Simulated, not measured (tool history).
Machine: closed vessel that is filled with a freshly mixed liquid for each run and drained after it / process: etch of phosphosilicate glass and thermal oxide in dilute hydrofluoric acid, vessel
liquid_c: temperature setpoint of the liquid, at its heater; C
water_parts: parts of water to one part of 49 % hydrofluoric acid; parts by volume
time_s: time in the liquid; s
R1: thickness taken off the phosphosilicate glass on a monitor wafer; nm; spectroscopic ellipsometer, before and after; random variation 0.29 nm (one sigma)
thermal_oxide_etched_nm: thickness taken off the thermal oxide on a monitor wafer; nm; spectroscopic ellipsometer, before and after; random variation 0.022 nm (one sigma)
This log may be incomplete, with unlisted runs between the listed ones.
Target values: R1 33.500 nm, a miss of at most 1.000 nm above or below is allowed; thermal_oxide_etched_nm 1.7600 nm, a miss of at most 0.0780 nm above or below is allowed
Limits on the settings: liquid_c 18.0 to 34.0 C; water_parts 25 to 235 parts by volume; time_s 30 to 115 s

{"run": 1, "hour": 0.0, "liquid_c": 26.0, "water_parts": 130, "time_s": 60, "R1": 48.638, "thermal_oxide_etched_nm": 2.5936}
{"run": 2, "hour": 1.2, "liquid_c": 23.5, "water_parts": 130, "time_s": 60, "R1": 43.706, "thermal_oxide_etched_nm": 2.3089}
{"run": 3, "hour": 8.4, "liquid_c": 22.0, "water_parts": 130, "time_s": 60, "R1": 41.716, "thermal_oxide_etched_nm": 2.1781}
{"run": 4, "hour": 11.7, "liquid_c": 25.0, "water_parts": 130, "time_s": 60, "R1": 47.04, "thermal_oxide_etched_nm": 2.4628}
{"run": 5, "hour": 13.4, "liquid_c": 23.0, "water_parts": 135, "time_s": 60, "R1": 41.898, "thermal_oxide_etched_nm": 2.1998}
{"run": 6, "hour": 15.4, "liquid_c": 21.5, "water_parts": 135, "time_s": 60, "R1": 39.348, "thermal_oxide_etched_nm": 2.018}
{"run": 7, "hour": 19.1, "liquid_c": 21.0, "water_parts": 140, "time_s": 60, "R1": 36.548, "thermal_oxide_etched_nm": 1.9205}
{"run": 8, "hour": 24.4, "liquid_c": 20.5, "water_parts": 140, "time_s": 60, "R1": 35.639, "thermal_oxide_etched_nm": 1.9109}

Exercise: of the 4 proposed moves below, exactly one satisfies all targets within the stated allowed misses. Which move is it?
{"run": "A", "hour": 29.7, "liquid_c": 21.5, "water_parts": 165, "time_s": 65, "R1": "?", "thermal_oxide_etched_nm": "?"}
{"run": "B", "hour": 29.7, "liquid_c": 19.5, "water_parts": 150, "time_s": 70, "R1": "?", "thermal_oxide_etched_nm": "?"}
{"run": "C", "hour": 29.7, "liquid_c": 18.0, "water_parts": 100, "time_s": 50, "R1": "?", "thermal_oxide_etched_nm": "?"}
{"run": "D", "hour": 29.7, "liquid_c": 18.0, "water_parts": 120, "time_s": 60, "R1": "?", "thermal_oxide_etched_nm": "?"}

move=A R1=32.923 thermal_oxide_etched_nm=1.7689
move=B R1=36.613 thermal_oxide_etched_nm=1.9671
move=C R1=38.874 thermal_oxide_etched_nm=2.0886
move=D R1=38.067 thermal_oxide_etched_nm=2.0452
A: each result inside its tolerance
B: the biggest miss grows against the last run
C: the biggest miss grows against the last run
D: the biggest miss grows against the last run
The right move is A.

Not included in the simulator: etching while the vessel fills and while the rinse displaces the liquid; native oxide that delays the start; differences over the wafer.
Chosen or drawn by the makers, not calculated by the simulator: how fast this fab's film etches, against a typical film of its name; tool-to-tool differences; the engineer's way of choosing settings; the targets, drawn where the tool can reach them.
